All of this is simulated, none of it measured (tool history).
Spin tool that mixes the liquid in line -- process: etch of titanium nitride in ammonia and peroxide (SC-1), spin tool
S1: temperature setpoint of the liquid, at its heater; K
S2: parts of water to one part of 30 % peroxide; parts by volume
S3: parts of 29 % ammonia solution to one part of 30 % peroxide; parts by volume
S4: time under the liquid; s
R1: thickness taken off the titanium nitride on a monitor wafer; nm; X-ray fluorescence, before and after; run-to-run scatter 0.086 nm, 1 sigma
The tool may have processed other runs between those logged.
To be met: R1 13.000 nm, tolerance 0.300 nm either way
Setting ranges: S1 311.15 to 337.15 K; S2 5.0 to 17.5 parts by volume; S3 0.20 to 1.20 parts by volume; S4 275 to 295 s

{"run": 1, "hour": 0.0, "S1": 321.15, "S2": 9.5, "S3": 0.7, "S4": 275, "R1": 28.015}
{"run": 2, "hour": 0.7, "S1": 321.15, "S2": 9.5, "S3": 0.7, "S4": 275, "R1": 28.101}
{"run": 3, "hour": 9.5, "S1": 321.15, "S2": 11.5, "S3": 0.7, "S4": 275, "R1": 25.622}
{"run": 4, "hour": 10.4, "S1": 319.15, "S2": 11.5, "S3": 0.7, "S4": 275, "R1": 22.132}
{"run": 5, "hour": 13.1, "S1": 317.65, "S2": 11.5, "S3": 0.7, "S4": 275, "R1": 19.877}
{"run": 6, "hour": 14.0, "S1": 317.65, "S2": 11.5, "S3": 0.9, "S4": 275, "R1": 20.982}
{"run": 7, "hour": 21.3, "S1": 316.65, "S2": 11.5, "S3": 0.9, "S4": 275, "R1": 19.286}
{"run": 8, "hour": 25.0, "S1": 315.65, "S2": 11.5, "S3": 0.9, "S4": 275, "R1": 17.923}

Exactly one of the 5 candidate moves below puts every result within its allowed miss. Which one?
{"run": "A", "hour": 28.7, "S1": 311.65, "S2": 12.5, "S3": 0.8, "S4": 275, "R1": "?"}
{"run": "B", "hour": 28.7, "S1": 311.65, "S2": 12.0, "S3": 0.9, "S4": 275, "R1": "?"}
{"run": "C", "hour": 28.7, "S1": 320.15, "S2": 10.5, "S3": 1.0, "S4": 295, "R1": "?"}
{"run": "D", "hour": 28.7, "S1": 313.65, "S2": 12.5, "S3": 0.85, "S4": 275, "R1": "?"}
{"run": "E", "hour": 28.7, "S1": 320.65, "S2": 9.5, "S3": 1.0, "S4": 295, "R1": "?"}

move=A R1=12.598
move=B R1=13.120
move=C R1=28.359
move=D R1=14.754
move=E R1=30.883
A: pushes the last run's worst result past its target
B: each result inside its tolerance
C: moves away from the targets compared with the last run
D: closer than the last run, but not yet in spec
E: moves away from the targets compared with the last run
B meets every target.

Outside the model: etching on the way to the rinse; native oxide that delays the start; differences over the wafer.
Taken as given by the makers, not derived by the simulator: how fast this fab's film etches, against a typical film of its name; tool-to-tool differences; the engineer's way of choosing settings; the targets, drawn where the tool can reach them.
